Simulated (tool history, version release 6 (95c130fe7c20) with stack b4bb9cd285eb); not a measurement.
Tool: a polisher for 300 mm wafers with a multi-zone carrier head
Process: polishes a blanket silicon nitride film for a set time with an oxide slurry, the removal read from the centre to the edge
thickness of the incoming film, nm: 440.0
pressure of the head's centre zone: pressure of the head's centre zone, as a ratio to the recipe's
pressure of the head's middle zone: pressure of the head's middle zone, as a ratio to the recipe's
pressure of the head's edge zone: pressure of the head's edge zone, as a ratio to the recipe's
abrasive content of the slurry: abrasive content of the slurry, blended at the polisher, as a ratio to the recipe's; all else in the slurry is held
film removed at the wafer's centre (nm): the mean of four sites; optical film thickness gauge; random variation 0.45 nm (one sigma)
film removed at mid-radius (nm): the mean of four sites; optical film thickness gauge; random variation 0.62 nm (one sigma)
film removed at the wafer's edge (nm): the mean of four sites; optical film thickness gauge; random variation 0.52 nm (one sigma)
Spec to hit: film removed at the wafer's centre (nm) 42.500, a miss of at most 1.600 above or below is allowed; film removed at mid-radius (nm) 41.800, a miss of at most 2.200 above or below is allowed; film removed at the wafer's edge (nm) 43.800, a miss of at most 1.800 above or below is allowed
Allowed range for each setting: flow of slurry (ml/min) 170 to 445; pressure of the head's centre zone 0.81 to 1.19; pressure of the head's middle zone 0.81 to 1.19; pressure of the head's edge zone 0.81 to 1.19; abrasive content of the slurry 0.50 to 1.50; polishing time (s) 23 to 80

run    day  flow of slurry (ml/min)  pressure of the head's centre zone  pressure of the head's middle zone  pressure of the head's edge zone  abrasive content of the slurry  polishing time (s)  film removed at the wafer's centre (nm)  film removed at mid-radius (nm)  film removed at the wafer's edge (nm)
  1  0.000                      285                                1.00                                1.00                              1.00                            1.00                  51                                   27.715                           29.024                                 28.730
  2  0.104                      285                                1.00                                1.00                              1.00                            0.90                  51                                   26.850                           27.028                                 27.690
  3  0.342                      285                                1.00                                1.00                              1.00                            0.90                  44                                   22.765                           23.347                                 23.957
  4  0.529                      285                                1.02                                0.98                              1.05                            1.10                  49                                   28.598                           27.604                                 29.124
  5  0.904                      285                                1.01                                0.98                              1.08                            1.25                  53                                   31.773                           30.932                                 33.700
  6  1.096                      285                                1.01                                0.98                              1.08                            1.40                  53                                   32.396                           33.492                                 34.572
  7  1.267                      290                                1.03                                0.99                              1.10                            1.45                  56                                   36.181                           34.583                                 37.452
  8  1.612                      290                                1.03                                1.01                              1.10                            1.45                  59                                   37.334                           37.103                                 39.979
  9  1.862                      295                                1.04                                1.03                              1.09                            1.45                  61                                   39.491                           39.208                                 40.946

Which of these 4 next moves meets every target?
  A  2.112                      315                                0.99                                1.13                              0.98                            1.50                  68                                        ?                                ?                                      ?
  B  2.112                      435                                0.99                                0.98                              1.01                            1.35                  68                                        ?                                ?                                      ?
  C  2.112                      315                                0.95                                1.04                              1.13                            1.50                  70                                        ?                                ?                                      ?
  D  2.112                      250                                0.88                                0.94                              1.19                            1.40                  72                                        ?                                ?                                      ?

move  film removed at the wafer's centre (nm)  film removed at mid-radius (nm)  film removed at the wafer's edge (nm)
   A                                   43.830                           45.183                                 43.361
   B                                   43.617                           41.129                                 43.462
   C                                   43.263                           44.186                                 47.788
   D                                   39.098                           40.764                                 48.379
A: brings the last run's worst result on target, with another outside its allowed miss
B: each result inside its tolerance
C: brings the last run's worst result on target, with another outside its allowed miss
D: the biggest miss grows against the last run
Answer: B
